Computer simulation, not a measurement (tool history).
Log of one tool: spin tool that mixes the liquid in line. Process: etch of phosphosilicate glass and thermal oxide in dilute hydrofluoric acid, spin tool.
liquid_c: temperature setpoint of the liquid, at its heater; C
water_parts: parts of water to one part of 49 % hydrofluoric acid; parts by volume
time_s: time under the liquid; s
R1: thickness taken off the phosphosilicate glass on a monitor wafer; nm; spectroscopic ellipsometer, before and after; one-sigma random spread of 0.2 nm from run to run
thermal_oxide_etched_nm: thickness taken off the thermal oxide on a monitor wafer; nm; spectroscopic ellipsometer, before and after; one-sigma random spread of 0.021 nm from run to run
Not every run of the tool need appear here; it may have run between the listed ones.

run 1 hour=0 | liquid_c=24 water_parts=130 time_s=75 | R1=56.591 thermal_oxide_etched_nm=2.5826
run 2 hour=2.7 | liquid_c=24 water_parts=130 time_s=60 | R1=45.432 thermal_oxide_etched_nm=2.0686
run 3 hour=9 | liquid_c=27 water_parts=130 time_s=60 | R1=50.987 thermal_oxide_etched_nm=2.2956
run 4 hour=16.7 | liquid_c=23.5 water_parts=130 time_s=60 | R1=44.464 thermal_oxide_etched_nm=1.9948
run 5 hour=24.2 | liquid_c=21.5 water_parts=130 time_s=60 | R1=40.795 thermal_oxide_etched_nm=1.8567
run 6 hour=29.5 | liquid_c=21.5 water_parts=130 time_s=90 | R1=61.694 thermal_oxide_etched_nm=2.7614
run 7 hour=37.4 | liquid_c=20.5 water_parts=145 time_s=90 | R1=52.318 thermal_oxide_etched_nm=2.3273
run 8 hour=39.5 | liquid_c=19.5 water_parts=155 time_s=90 | R1=46.746 thermal_oxide_etched_nm=2.1426
run 9 hour=41.3 | liquid_c=19.5 water_parts=200 time_s=90 | R1=34.545 thermal_oxide_etched_nm=1.5136

Run 10 has not been measured yet. What should we expect?
run 10 hour=46 | liquid_c=19 water_parts=200 time_s=90 | R1=? thermal_oxide_etched_nm=?

Run 10 gave R1 33.505 nm, thermal_oxide_etched_nm 1.5577 nm.

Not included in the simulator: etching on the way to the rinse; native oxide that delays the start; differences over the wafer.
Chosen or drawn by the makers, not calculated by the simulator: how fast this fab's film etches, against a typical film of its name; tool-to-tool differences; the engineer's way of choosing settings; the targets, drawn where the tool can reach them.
